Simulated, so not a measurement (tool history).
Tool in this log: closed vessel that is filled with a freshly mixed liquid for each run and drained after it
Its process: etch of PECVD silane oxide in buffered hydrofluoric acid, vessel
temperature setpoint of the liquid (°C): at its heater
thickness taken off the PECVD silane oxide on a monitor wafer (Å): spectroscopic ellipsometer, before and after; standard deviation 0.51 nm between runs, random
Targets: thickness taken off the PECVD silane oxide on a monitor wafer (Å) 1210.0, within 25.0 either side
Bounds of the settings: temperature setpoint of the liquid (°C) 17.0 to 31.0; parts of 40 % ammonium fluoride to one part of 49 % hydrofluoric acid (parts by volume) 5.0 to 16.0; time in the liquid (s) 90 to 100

run,hour,temperature setpoint of the liquid (°C),parts of 40 % ammonium fluoride to one part of 49 % hydrofluoric acid (parts by volume),time in the liquid (s),thickness taken off the PECVD silane oxide on a monitor wafer (Å)
1,0.0,23.0,9.5,90,2085.4
2,5.6,21.5,10.0,90,1865.6
3,12.5,21.5,10.0,90,1860.7
4,16.7,21.5,10.0,100,2055.2
5,19.1,21.5,7.5,100,2726.7
6,25.9,24.5,7.5,100,3234.5
7,27.5,23.0,9.0,100,2443.9
8,31.3,19.0,12.0,100,1525.9
9,40.0,18.5,12.5,100,1437.3
10,47.7,17.0,14.0,100,1177.3

Which single option among these 4 for the next run brings every result within its allowed miss of target? Just one does.
A,55.4,18.0,14.5,95,?
B,55.4,17.0,13.0,90,?
C,55.4,17.5,13.0,90,?
D,55.4,17.0,13.5,100,?

move,thickness taken off the PECVD silane oxide on a monitor wafer (Å)
A,1142.0
B,1137.5
C,1170.4
D,1218.0
A: the biggest miss grows against the last run
B: the biggest miss grows against the last run
C: the biggest miss grows against the last run
D: meets every target
The move that meets every target is D.
